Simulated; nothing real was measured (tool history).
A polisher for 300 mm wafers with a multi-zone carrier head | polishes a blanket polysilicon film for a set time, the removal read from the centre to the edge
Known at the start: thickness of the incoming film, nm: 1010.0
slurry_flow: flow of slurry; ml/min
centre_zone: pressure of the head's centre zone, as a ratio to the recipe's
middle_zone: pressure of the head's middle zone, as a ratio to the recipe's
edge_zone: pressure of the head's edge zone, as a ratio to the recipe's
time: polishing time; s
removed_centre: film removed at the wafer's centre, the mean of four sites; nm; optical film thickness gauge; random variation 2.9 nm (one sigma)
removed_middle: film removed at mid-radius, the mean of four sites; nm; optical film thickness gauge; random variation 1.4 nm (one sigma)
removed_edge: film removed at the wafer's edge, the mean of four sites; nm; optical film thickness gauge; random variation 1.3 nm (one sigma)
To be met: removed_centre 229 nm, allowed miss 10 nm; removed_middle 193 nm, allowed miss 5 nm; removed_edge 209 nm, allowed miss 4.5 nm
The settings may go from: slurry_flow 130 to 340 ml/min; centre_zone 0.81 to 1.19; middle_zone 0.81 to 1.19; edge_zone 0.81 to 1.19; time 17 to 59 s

run 1 hour=0 | slurry_flow=220 centre_zone=1 middle_zone=1 edge_zone=1 time=38 | removed_centre=297.96 removed_middle=269.86 removed_edge=268.36
run 2 hour=1.3 | slurry_flow=220 centre_zone=1.04 middle_zone=1 edge_zone=1 time=38 | removed_centre=307.43 removed_middle=270.86 removed_edge=266.69
run 3 hour=4.5 | slurry_flow=220 centre_zone=1.04 middle_zone=1 edge_zone=0.95 time=38 | removed_centre=304.24 removed_middle=267.45 removed_edge=257.98
run 4 hour=13.3 | slurry_flow=180 centre_zone=1.04 middle_zone=1 edge_zone=0.95 time=38 | removed_centre=297.46 removed_middle=258.49 removed_edge=253.53
run 5 hour=14.4 | slurry_flow=180 centre_zone=1.04 middle_zone=0.92 edge_zone=0.95 time=38 | removed_centre=297.72 removed_middle=239.36 removed_edge=256.12
run 6 hour=20.1 | slurry_flow=180 centre_zone=1.04 middle_zone=0.96 edge_zone=0.95 time=38 | removed_centre=296.35 removed_middle=250.39 removed_edge=255.44
run 7 hour=21.3 | slurry_flow=175 centre_zone=1.01 middle_zone=0.93 edge_zone=0.92 time=36 | removed_centre=265.25 removed_middle=228.7 removed_edge=236.11
run 8 hour=29.4 | slurry_flow=170 centre_zone=1 middle_zone=0.9 edge_zone=0.89 time=35 | removed_centre=256.3 removed_middle=215.28 removed_edge=226.23
run 9 hour=36.7 | slurry_flow=165 centre_zone=0.99 middle_zone=0.88 edge_zone=0.87 time=35 | removed_centre=259.92 removed_middle=211.91 removed_edge=220.77
run 10 hour=42.1 | slurry_flow=155 centre_zone=0.96 middle_zone=0.86 edge_zone=0.86 time=35 | removed_centre=245.05 removed_middle=204.25 removed_edge=216.62
run 11 hour=50.5 | slurry_flow=150 centre_zone=0.95 middle_zone=0.85 edge_zone=0.85 time=35 | removed_centre=237.14 removed_middle=199.36 removed_edge=217.96
run 12 hour=56.3 | slurry_flow=145 centre_zone=0.95 middle_zone=0.85 edge_zone=0.84 time=35 | removed_centre=241.12 removed_middle=199.12 removed_edge=212.2

4 next moves are on the table. One of them brings every result within its allowed miss. Which?
run A hour=62.1 | slurry_flow=135 centre_zone=0.95 middle_zone=0.93 edge_zone=0.87 time=34 | removed_centre=? removed_middle=? removed_edge=?
run B hour=62.1 | slurry_flow=145 centre_zone=0.98 middle_zone=0.88 edge_zone=0.89 time=33 | removed_centre=? removed_middle=? removed_edge=?
run C hour=62.1 | slurry_flow=155 centre_zone=0.94 middle_zone=0.87 edge_zone=0.83 time=35 | removed_centre=? removed_middle=? removed_edge=?
run D hour=62.1 | slurry_flow=160 centre_zone=1 middle_zone=0.88 edge_zone=0.91 time=34 | removed_centre=? removed_middle=? removed_edge=?

move=A removed_centre=228.29 removed_middle=204.23 removed_edge=207.63
move=B removed_centre=232.21 removed_middle=192.71 removed_edge=206.34
move=C removed_centre=241.68 removed_middle=205.65 removed_edge=214.44
move=D removed_centre=249.65 removed_middle=202.97 removed_edge=218.19
A: further off than the last run
B: meets every target
C: further off than the last run
D: further off than the last run
Answer: B
